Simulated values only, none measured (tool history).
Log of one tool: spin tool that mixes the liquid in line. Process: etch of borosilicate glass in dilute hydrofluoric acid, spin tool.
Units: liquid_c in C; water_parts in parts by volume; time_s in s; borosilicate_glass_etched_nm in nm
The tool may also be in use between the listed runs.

run,hour,liquid_c,water_parts,time_s,borosilicate_glass_etched_nm
1,0.0,24,230,290,32.505
2,4.3,24,230,290,32.380
3,11.8,24,195,290,39.401
4,16.1,24,240,290,30.591
5,18.1,27,240,290,33.685
6,26.6,29,240,290,36.402
7,28.1,32,150,290,72.612
8,33.5,32,130,290,86.269

Forecast run 9:
9,34.7,32,120,290,?

borosilicate_glass_etched_nm: 94.115 nm
